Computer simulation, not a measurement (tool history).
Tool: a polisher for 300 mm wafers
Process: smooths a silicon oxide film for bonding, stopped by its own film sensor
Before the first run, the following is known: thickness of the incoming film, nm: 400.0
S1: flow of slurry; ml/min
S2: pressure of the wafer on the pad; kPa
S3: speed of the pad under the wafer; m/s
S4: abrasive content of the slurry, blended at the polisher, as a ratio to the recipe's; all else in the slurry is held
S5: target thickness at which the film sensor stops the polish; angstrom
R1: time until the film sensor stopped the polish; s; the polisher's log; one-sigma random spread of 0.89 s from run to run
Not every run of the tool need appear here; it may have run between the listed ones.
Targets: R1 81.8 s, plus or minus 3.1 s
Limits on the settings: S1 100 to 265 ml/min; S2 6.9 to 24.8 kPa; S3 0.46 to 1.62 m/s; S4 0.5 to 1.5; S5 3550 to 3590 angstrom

run  hour   S1    S2    S3   S4    S5      R1
  1     0  170  15.9  1.04    1  3550  59.935
  2     4  170  15.2  1.04    1  3550  61.237
  3  10.4  170  15.2  1.04  1.2  3550  54.736
  4  19.1  170  14.5  1.04  1.2  3550  55.501
  5  21.7  170  17.9  1.04  1.2  3550  46.987
  6  28.5  170  16.5  1.04  1.2  3550  49.908
  7    34  170  15.2  1.04  1.2  3550  55.279
  8  42.7  170  14.5  1.04  1.2  3550  56.972
  9  43.6  170  13.8  1.04  1.2  3550  59.154
 10  49.5  170  13.8  1.04  1.2  3550  60.769
 11  57.6  170  13.1  1.04  1.2  3550  63.108
 12  59.5  160     9  1.02  1.2  3550  92.808
 13  67.8  165     9  1.02  1.2  3550  90.783
 14  74.7  165     9  1.02  1.2  3550  93.098
 15  77.3  170     9  1.02  1.2  3550  91.493
 16    86  175     9  1.02  1.2  3550  91.391
 17  91.3  175   9.7  1.02  1.2  3550  84.719
 18  92.6  175   9.7  1.02  1.2  3550  84.967

5 candidate next runs follow, results not yet known. Just one meets every target within its allowed miss. Identify it.
  A  93.9  185   9.7  0.94  1.05  3580   ?
  B  93.9  180   7.6  1.34   1.3  3590   ?
  C  93.9  175  10.3  0.92  1.15  3550   ?
  D  93.9  150   8.3  1.14   1.1  3580   ?
  E  93.9  160   8.3  1.16  1.25  3580   ?

move      R1
   A  92.653
   B  76.169
   C  90.173
   D   91.96
   E  83.647
A: lands further from the targets than the last run did
B: takes the result that was furthest off past its target
C: lands further from the targets than the last run did
D: lands further from the targets than the last run did
E: every result lands within tolerance
Answer: E

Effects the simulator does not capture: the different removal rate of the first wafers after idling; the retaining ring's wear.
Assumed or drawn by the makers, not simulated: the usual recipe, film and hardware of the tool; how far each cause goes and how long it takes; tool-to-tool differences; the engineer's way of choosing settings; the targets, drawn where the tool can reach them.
